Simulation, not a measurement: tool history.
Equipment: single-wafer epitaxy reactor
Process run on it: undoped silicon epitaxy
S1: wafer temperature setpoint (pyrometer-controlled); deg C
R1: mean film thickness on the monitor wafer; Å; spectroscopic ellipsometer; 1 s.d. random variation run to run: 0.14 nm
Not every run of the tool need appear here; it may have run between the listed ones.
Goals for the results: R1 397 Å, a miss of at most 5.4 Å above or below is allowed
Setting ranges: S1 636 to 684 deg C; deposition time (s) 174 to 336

run 1 hour=0 | S1=660 deposition_time_(s)=255 | R1=566.68
run 2 hour=1.2 | S1=651 deposition_time_(s)=255 | R1=470.93
run 3 hour=4.8 | S1=655 deposition_time_(s)=255 | R1=508.84
run 4 hour=11.7 | S1=665 deposition_time_(s)=255 | R1=630.98
run 5 hour=16.8 | S1=665 deposition_time_(s)=218 | R1=544.03
run 6 hour=24.3 | S1=665 deposition_time_(s)=236 | R1=584.85
run 7 hour=32.1 | S1=660 deposition_time_(s)=236 | R1=526.35
run 8 hour=39.9 | S1=657 deposition_time_(s)=236 | R1=491.72
run 9 hour=46.7 | S1=654 deposition_time_(s)=236 | R1=459.21
run 10 hour=50.9 | S1=646 deposition_time_(s)=236 | R1=387.22

Pick the move, out of 4, that brings all results within their allowed miss; only one does.
run A hour=55.1 | S1=644 deposition_time_(s)=241 | R1=?
run B hour=55.1 | S1=647 deposition_time_(s)=225 | R1=?
run C hour=55.1 | S1=642 deposition_time_(s)=256 | R1=?
run D hour=55.1 | S1=646 deposition_time_(s)=241 | R1=?

move=A R1=377.06
move=B R1=376.51
move=C R1=382.88
move=D R1=394.36
A: moves away from the targets compared with the last run
B: moves away from the targets compared with the last run
C: moves away from the targets compared with the last run
D: meets every target
Go with D: it meets all targets.
